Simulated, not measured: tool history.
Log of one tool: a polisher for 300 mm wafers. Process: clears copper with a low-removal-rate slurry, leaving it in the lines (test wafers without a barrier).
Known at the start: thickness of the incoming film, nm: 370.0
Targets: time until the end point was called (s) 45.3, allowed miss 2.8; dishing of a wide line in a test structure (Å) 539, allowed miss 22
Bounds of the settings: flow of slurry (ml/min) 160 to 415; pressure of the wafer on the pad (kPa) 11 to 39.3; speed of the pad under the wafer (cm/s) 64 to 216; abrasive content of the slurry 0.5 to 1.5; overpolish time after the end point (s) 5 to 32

run    day  flow of slurry (ml/min)  pressure of the wafer on the pad (kPa)  speed of the pad under the wafer (cm/s)  abrasive content of the slurry  overpolish time after the end point (s)  time until the end point was called (s)  dishing of a wide line in a test structure (Å)
  1      0                      265                                    24.8                                      140                               1                                       16                                   61.312                                          510.23
  2  0.042                      265                                    26.2                                      142                               1                                       15                                   58.605                                           501.2
  3   0.25                      265                                    27.6                                      142                               1                                       14                                   55.063                                          487.41
  4  0.567                      265                                      29                                      142                               1                                       14                                   53.876                                          506.44
  5   0.75                      265                                    30.3                                      142                               1                                       14                                   51.517                                          519.76
  6  0.996                      265                                    24.8                                      142                               1                                       14                                   57.958                                             470
  7  1.217                      265                                    24.8                                      142                               1                                       14                                   58.432                                          464.25
  8  1.254                      265                                    26.9                                      144                               1                                       14                                   54.048                                           485.6
  9  1.517                      265                                    28.3                                      144                               1                                       14                                   54.631                                          499.57
 10  1.612                      265                                    29.6                                      146                               1                                       14                                   53.659                                          528.47
 11  1.983                      270                                      31                                      148                            1.05                                       13                                   48.452                                          516.13

Which of these 5 next moves meets every target?
  A  2.354                      235                                    37.9                                      162                            1.05                                       12                                        ?                                               ?
  B  2.354                      250                                      31                                      130                            1.15                                       13                                        ?                                               ?
  C  2.354                      265                                    34.5                                      170                             1.2                                       11                                        ?                                               ?
  D  2.354                      265                                    32.4                                      154                            0.95                                       13                                        ?                                               ?
  E  2.354                      260                                    34.5                                      132                             1.1                                       12                                        ?                                               ?

move  time until the end point was called (s)  dishing of a wide line in a test structure (Å)
   A                                   39.397                                          580.91
   B                                   55.309                                           488.8
   C                                   39.787                                          545.08
   D                                   47.095                                          542.53
   E                                   50.215                                          496.95
A: takes the result that was furthest off past its target
B: further off than the last run
C: takes the result that was furthest off past its target
D: meets every target
E: further off than the last run
Answer: D
